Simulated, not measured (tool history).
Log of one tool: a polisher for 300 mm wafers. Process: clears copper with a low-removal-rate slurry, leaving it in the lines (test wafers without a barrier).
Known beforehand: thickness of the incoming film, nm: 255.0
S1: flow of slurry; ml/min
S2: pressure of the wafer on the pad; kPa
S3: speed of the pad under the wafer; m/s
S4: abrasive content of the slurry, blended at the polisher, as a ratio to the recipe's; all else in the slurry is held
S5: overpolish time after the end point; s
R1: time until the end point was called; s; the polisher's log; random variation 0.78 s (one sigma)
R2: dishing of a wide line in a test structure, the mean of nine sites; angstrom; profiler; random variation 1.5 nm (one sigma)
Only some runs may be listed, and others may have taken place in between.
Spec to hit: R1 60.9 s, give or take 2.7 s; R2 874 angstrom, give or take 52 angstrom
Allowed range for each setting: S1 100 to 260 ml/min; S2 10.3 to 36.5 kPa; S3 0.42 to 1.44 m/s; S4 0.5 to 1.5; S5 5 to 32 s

run,hour,S1,S2,S3,S4,S5,R1,R2
1,0,165,23.4,0.92,1,16,65.735,503.94
2,5.3,160,24.1,0.92,1,19,63.041,601.84
3,13.4,160,24.1,0.92,0.8,19,67.121,558.44
4,16.1,160,24.8,0.92,0.85,21,64.326,643.18
5,21.5,160,24.8,0.92,0.85,24,64.373,720.3
6,27.3,160,24.8,0.92,0.85,25,63.023,729.11
7,36,160,24.8,0.92,0.85,26,63.267,733.98
8,37.8,160,24.8,0.92,0.85,27,62.931,784.15
9,39.7,160,24.8,0.92,0.85,28,65.06,813.94

Exactly one of the 4 candidate moves below puts every result within its allowed miss. Which one?
A,41.6,190,33.8,0.8,0.9,29,?,?
B,41.6,195,28.3,0.88,0.95,27,?,?
C,41.6,180,19.3,1.2,0.85,26,?,?
D,41.6,160,27.6,0.9,0.85,29,?,?

move,R1,R2
A,52.808,972.25
B,55.245,878.56
C,59.595,783.05
D,59.188,878.78
A: pushes the last run's worst result past its target
B: pushes the last run's worst result past its target
C: the furthest-off result lands on target, but another misses its tolerance
D: all results land within tolerance of their targets
D is the move that brings every result within its allowed miss.
